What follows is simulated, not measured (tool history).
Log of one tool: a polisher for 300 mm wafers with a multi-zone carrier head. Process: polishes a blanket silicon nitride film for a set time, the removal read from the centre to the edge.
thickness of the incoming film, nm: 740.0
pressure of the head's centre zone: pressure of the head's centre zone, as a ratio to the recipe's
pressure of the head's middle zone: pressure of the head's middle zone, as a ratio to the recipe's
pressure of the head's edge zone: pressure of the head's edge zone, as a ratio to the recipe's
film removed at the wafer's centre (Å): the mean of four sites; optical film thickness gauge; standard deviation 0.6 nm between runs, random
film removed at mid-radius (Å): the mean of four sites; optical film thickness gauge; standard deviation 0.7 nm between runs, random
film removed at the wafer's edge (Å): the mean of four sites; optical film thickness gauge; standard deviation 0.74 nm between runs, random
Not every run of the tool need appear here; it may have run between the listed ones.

run	hour	flow of slurry (ml/min)	pressure of the head's centre zone	pressure of the head's middle zone	pressure of the head's edge zone	polishing time (s)	film removed at the wafer's centre (Å)	film removed at mid-radius (Å)	film removed at the wafer's edge (Å)
1	0.0	215	1.00	1.00	1.00	59	903.41	884.38	867.24
2	3.6	215	1.00	1.00	1.08	59	887.58	876.31	929.81
3	6.2	175	1.00	1.00	1.08	59	856.72	845.75	910.27
4	13.2	175	0.98	0.97	1.03	53	770.22	727.55	786.01
5	14.2	175	0.95	0.96	0.99	49	683.99	679.47	715.44
6	21.8	200	0.95	0.96	0.99	49	692.70	695.29	739.09

Expected results for the next run?
7	27.8	190	0.95	0.95	0.95	46	?	?	?

film removed at the wafer's centre (Å): 662.56
film removed at mid-radius (Å): 645.27
film removed at the wafer's edge (Å): 656.86

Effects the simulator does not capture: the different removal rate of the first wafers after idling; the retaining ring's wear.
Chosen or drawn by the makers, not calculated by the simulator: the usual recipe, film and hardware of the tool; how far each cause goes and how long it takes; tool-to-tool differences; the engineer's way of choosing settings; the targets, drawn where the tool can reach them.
